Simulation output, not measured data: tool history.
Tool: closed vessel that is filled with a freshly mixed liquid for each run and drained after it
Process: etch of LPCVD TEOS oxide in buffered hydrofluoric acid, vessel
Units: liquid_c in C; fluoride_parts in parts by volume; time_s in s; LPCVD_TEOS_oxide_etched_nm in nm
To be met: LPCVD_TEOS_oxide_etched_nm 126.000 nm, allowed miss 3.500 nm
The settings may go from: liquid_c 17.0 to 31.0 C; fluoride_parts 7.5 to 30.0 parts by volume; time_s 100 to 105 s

| run | hour | liquid_c | fluoride_parts | time_s | LPCVD_TEOS_oxide_etched_nm |
|---|---|---|---|---|---|
| 1 | 0.0 | 23.0 | 20.5 | 100 | 89.969 |
| 2 | 4.5 | 23.0 | 20.5 | 105 | 94.153 |
| 3 | 13.2 | 24.0 | 20.5 | 105 | 100.040 |
| 4 | 14.8 | 24.0 | 20.5 | 105 | 99.024 |
| 5 | 16.8 | 24.0 | 20.5 | 100 | 94.924 |
| 6 | 23.7 | 24.0 | 18.0 | 100 | 106.540 |
| 7 | 28.5 | 24.5 | 18.0 | 100 | 109.270 |
| 8 | 36.5 | 25.0 | 18.0 | 100 | 112.430 |
| 9 | 42.5 | 25.5 | 18.0 | 100 | 115.610 |
| 10 | 49.8 | 26.0 | 18.0 | 100 | 119.560 |
| 11 | 53.0 | 26.5 | 18.0 | 100 | 122.010 |
| 12 | 55.3 | 26.5 | 18.0 | 100 | 121.670 |

Which of these 4 next moves meets every target?
| A | 57.6 | 26.0 | 15.5 | 100 | ? |
| B | 57.6 | 23.5 | 15.5 | 105 | ? |
| C | 57.6 | 27.5 | 17.0 | 100 | ? |
| D | 57.6 | 25.5 | 17.5 | 100 | ? |

| move | LPCVD_TEOS_oxide_etched_nm |
|---|---|
| A | 137.350 |
| B | 125.890 |
| C | 135.950 |
| D | 118.650 |
A: takes the result that was furthest off past its target
B: meets every target
C: takes the result that was furthest off past its target
D: further off than the last run
Answer: B

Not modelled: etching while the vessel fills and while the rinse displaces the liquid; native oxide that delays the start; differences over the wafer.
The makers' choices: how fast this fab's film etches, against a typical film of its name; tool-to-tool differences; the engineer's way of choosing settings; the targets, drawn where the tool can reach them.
